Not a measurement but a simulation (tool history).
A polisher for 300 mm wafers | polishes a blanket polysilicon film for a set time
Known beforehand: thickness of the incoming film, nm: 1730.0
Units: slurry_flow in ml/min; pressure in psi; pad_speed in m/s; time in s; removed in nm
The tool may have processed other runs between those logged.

run  hour  slurry_flow  pressure  pad_speed  time  removed
  1     0          305         3        0.9    72   467.45
  2   2.4          235         3        0.9    72   452.65
  3   3.3          235         3        0.9    76   480.15
  4   9.6          235       2.8        0.9    76   451.13
  5  18.1          235       3.4        0.9    76    515.1
  6  24.9          235       3.4       1.06    76   604.68
  7    31          230       2.9       1.02    76   526.07

For run 8, what comes out?
  8  34.6          230       2.5          1    76        ?

Run 8 measured removed 464.05 nm.
